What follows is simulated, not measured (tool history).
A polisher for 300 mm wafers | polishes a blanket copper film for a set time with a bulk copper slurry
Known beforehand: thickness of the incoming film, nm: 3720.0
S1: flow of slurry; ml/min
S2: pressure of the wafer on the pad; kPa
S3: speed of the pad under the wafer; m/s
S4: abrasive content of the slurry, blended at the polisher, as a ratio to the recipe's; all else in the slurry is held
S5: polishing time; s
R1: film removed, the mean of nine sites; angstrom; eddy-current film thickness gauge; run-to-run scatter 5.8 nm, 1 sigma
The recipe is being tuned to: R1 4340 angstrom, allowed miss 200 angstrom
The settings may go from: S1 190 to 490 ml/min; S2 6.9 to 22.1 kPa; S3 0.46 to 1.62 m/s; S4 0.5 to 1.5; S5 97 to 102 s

run 1 hour=0 | S1=315 S2=14.5 S3=1.04 S4=1 S5=97 | R1=6295.9
run 2 hour=2.5 | S1=315 S2=16.5 S3=1.04 S4=1 S5=97 | R1=6812.5
run 3 hour=3.4 | S1=315 S2=16.5 S3=1.04 S4=1 S5=102 | R1=7380.1
run 4 hour=6.7 | S1=315 S2=14.5 S3=1.02 S4=1 S5=102 | R1=6490.6
run 5 hour=13.2 | S1=315 S2=11.7 S3=1.02 S4=1 S5=102 | R1=5543.1
run 6 hour=21 | S1=315 S2=11.7 S3=1.02 S4=0.9 S5=102 | R1=5402.9
run 7 hour=29.3 | S1=315 S2=11 S3=1.02 S4=0.9 S5=102 | R1=5183.9
run 8 hour=37.9 | S1=315 S2=10.3 S3=1.02 S4=0.9 S5=102 | R1=5048.2
run 9 hour=42.9 | S1=315 S2=9.7 S3=1.02 S4=0.9 S5=102 | R1=4752.4
run 10 hour=45.6 | S1=315 S2=9 S3=1.02 S4=0.9 S5=102 | R1=4651.1

Next run, 4 choices. One meets every target within its allowed miss, the rest don't. Which?
run A hour=48.3 | S1=285 S2=9 S3=0.94 S4=0.85 S5=100 | R1=?
run B hour=48.3 | S1=225 S2=10.3 S3=0.88 S4=0.8 S5=97 | R1=?
run C hour=48.3 | S1=285 S2=8.3 S3=0.88 S4=1.1 S5=102 | R1=?
run D hour=48.3 | S1=325 S2=9.7 S3=0.92 S4=1 S5=99 | R1=?

move=A R1=4011.7
move=B R1=3820.3
move=C R1=3918.2
move=D R1=4310.7
A: takes the biggest miss from the last run beyond its target
B: takes the biggest miss from the last run beyond its target
C: takes the biggest miss from the last run beyond its target
D: hits every target within its allowed miss
So the answer is move D, the one that meets all the targets.
